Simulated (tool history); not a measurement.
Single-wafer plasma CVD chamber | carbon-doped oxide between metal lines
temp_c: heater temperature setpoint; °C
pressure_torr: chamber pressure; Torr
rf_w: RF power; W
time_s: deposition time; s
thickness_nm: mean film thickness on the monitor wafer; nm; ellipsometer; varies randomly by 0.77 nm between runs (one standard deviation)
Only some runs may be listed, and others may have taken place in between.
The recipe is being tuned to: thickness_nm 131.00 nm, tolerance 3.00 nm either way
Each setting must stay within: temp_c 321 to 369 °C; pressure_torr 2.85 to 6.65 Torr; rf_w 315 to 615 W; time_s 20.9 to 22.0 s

| run | hour | temp_c | pressure_torr | rf_w | time_s | thickness_nm |
|---|---|---|---|---|---|---|
| 1 | 0.0 | 345 | 4.75 | 465 | 22.0 | 109.07 |
| 2 | 4.0 | 353 | 4.75 | 465 | 22.0 | 106.08 |
| 3 | 7.4 | 349 | 5.06 | 490 | 22.0 | 113.15 |
| 4 | 12.8 | 349 | 5.06 | 490 | 22.0 | 112.87 |
| 5 | 15.5 | 349 | 5.06 | 490 | 20.9 | 107.65 |
| 6 | 22.8 | 344 | 5.06 | 490 | 20.9 | 108.38 |
| 7 | 27.6 | 344 | 5.19 | 520 | 21.0 | 116.26 |
| 8 | 32.7 | 342 | 5.36 | 530 | 21.0 | 118.86 |
| 9 | 38.3 | 341 | 5.53 | 540 | 21.0 | 120.06 |
| 10 | 42.1 | 340 | 5.55 | 550 | 21.0 | 123.09 |
| 11 | 47.8 | 339 | 5.62 | 560 | 21.0 | 125.04 |
| 12 | 55.1 | 338 | 5.68 | 565 | 21.0 | 127.23 |

Below are 4 possible settings for the next run. Only one of them brings all results inside the allowed miss of their targets. Which is it?
| A | 62.4 | 332 | 5.04 | 585 | 22.0 | ? |
| B | 62.4 | 340 | 4.63 | 590 | 20.9 | ? |
| C | 62.4 | 336 | 5.62 | 555 | 20.9 | ? |
| D | 62.4 | 338 | 5.63 | 575 | 21.3 | ? |

| move | thickness_nm |
|---|---|
| A | 136.60 |
| B | 124.86 |
| C | 125.53 |
| D | 130.38 |
A: the result that was furthest off in the last run now lies on the other side of its target
B: lands further from the targets than the last run did
C: lands further from the targets than the last run did
D: every result within its allowed miss
The right move is D.
